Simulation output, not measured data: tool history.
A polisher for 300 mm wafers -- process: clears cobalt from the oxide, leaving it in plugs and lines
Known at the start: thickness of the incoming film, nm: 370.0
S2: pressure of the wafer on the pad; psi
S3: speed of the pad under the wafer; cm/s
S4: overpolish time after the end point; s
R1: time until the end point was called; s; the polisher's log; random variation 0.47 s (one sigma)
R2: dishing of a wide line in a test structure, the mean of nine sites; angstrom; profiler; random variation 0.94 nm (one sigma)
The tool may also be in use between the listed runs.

run 1 day=0.000 | flow_of_slurry_(ml/min)=205 S2=2.4 S3=100 S4=25 | R1=52.162 R2=563.98
run 2 day=0.279 | flow_of_slurry_(ml/min)=205 S2=2.4 S3=100 S4=15 | R1=52.359 R2=465.98
run 3 day=0.458 | flow_of_slurry_(ml/min)=205 S2=2.8 S3=104 S4=15 | R1=45.364 R2=507.80
run 4 day=0.646 | flow_of_slurry_(ml/min)=205 S2=2.8 S3=94 S4=15 | R1=47.720 R2=488.66
run 5 day=0.950 | flow_of_slurry_(ml/min)=205 S2=2.8 S3=94 S4=8 | R1=47.000 R2=359.92
run 6 day=1.229 | flow_of_slurry_(ml/min)=205 S2=2.8 S3=110 S4=8 | R1=40.955 R2=385.17

Run 7 has not been measured yet. What should we expect?
run 7 day=1.346 | flow_of_slurry_(ml/min)=205 S2=3.1 S3=114 S4=10 | R1=? R2=?

R1: 35.876 s
R2: 452.34 angstrom
